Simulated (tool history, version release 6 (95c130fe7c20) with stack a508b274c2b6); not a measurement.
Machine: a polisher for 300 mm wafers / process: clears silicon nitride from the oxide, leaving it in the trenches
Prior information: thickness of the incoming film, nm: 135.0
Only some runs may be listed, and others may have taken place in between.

run,hour,flow of slurry (ml/min),pressure of the wafer on the pad (kPa),speed of the pad under the wafer (cm/s),overpolish time after the end point (s),time until the end point was called (s)
1,0.0,125,15.2,124,4,138.63
2,1.1,125,15.2,124,4,140.24
3,2.8,120,14.5,124,4,147.26
4,11.4,150,14.5,124,4,145.43
5,13.8,150,14.5,124,4,142.69
6,19.8,150,13.8,124,4,148.51
7,28.6,150,13.1,124,4,156.83
# hour 35.5: worn pad replaced by a new one
8,35.5,150,12.4,124,4,151.70

What will run 9 give?
9,39.3,150,11.7,120,4,?

time until the end point was called (s): 168.09
